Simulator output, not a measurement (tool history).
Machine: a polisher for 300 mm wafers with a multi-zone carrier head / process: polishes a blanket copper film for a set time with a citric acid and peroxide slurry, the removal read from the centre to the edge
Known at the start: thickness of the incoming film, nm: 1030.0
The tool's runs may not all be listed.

run	day	flow of slurry (ml/min)	pressure of the head's centre zone	pressure of the head's middle zone	pressure of the head's edge zone	abrasive content of the slurry	polishing time (s)	film removed at the wafer's centre (angstrom)	film removed at mid-radius (angstrom)	film removed at the wafer's edge (angstrom)
1	0.000	205	1.00	1.00	1.00	1.00	56	1410.7	1478.9	1454.9
2	0.308	210	0.99	1.03	1.03	1.05	56	1430.4	1554.2	1478.9
3	0.654	240	0.99	1.03	1.03	1.05	56	1442.6	1586.4	1505.0
4	0.800	245	0.98	1.04	1.05	1.10	56	1462.6	1624.8	1521.9
5	1.046	245	0.98	1.04	1.05	1.10	42	1101.7	1203.9	1130.9
6	1.354	245	0.98	1.04	1.05	1.25	42	1146.3	1233.6	1159.9
7	1.400	240	0.96	1.05	1.07	1.30	45	1235.6	1378.4	1292.0
8	1.662	235	0.95	1.06	1.08	1.35	47	1281.8	1440.3	1336.2
9	1.975	235	0.93	1.06	1.09	1.40	49	1319.5	1546.0	1438.7
10	2.138	235	0.93	1.07	1.10	1.40	50	1325.4	1567.0	1478.4
11	2.404	235	0.93	1.08	1.11	1.40	51	1365.4	1619.5	1532.0
12	2.454	240	0.93	1.10	1.12	1.40	52	1406.1	1684.9	1573.9

What will run 13 give?
13	2.525	240	0.93	1.11	1.13	1.40	53	?	?	?

{"run 13": {"film removed at the wafer's centre (angstrom)": 1403.3, "film removed at mid-radius (angstrom)": 1714.7, "film removed at the wafer's edge (angstrom)": 1562.2}}
